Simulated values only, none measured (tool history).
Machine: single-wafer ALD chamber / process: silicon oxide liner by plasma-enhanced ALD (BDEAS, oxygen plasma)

| run | hour | heater temperature setpoint (K) | number of ALD cycles (cycles) | mean film thickness on the monitor wafer (Å) |
|---|---|---|---|---|
| 1 | 0.0 | 598.15 | 78 | 75.350 |
| 2 | 4.1 | 598.15 | 87 | 84.177 |
| 3 | 6.3 | 598.15 | 85 | 82.617 |
| 4 | 14.2 | 598.15 | 83 | 80.750 |
| 5 | 21.3 | 598.15 | 77 | 74.903 |
| 6 | 25.4 | 588.15 | 77 | 76.196 |

Run 7 is up next; what results do you expect?
| 7 | 29.0 | 589.15 | 76 | ? |

mean film thickness on the monitor wafer (Å): 74.541

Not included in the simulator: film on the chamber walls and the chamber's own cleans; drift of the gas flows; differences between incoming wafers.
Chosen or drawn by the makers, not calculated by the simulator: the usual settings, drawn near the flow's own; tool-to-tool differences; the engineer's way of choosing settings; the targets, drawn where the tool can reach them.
